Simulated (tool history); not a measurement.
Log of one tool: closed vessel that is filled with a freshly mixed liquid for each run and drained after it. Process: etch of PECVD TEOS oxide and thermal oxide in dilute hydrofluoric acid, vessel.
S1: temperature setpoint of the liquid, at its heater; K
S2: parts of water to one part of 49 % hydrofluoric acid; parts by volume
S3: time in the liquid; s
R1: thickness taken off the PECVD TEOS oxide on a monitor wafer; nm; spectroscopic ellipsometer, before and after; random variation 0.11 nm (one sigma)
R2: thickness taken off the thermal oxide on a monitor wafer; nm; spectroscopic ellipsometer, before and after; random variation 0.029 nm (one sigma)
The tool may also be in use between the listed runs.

| run | hour | S1 | S2 | S3 | R1 | R2 |
|---|---|---|---|---|---|---|
| 1 | 0.0 | 299.15 | 40 | 60 | 33.037 | 8.6498 |
| 2 | 1.4 | 297.65 | 40 | 60 | 30.979 | 8.1555 |
| 3 | 5.7 | 297.15 | 40 | 60 | 30.341 | 7.9685 |
| 4 | 9.0 | 299.15 | 40 | 60 | 33.121 | 8.6520 |
| 5 | 16.1 | 298.15 | 40 | 60 | 31.558 | 8.2429 |
| 6 | 24.5 | 297.15 | 40 | 60 | 30.148 | 7.9902 |
| 7 | 29.2 | 296.65 | 40 | 60 | 29.442 | 7.7970 |

Forecast run 8:
| 8 | 30.4 | 296.15 | 40 | 60 | ? | ? |

Run 8 gave R1 29.099 nm, R2 7.6127 nm.
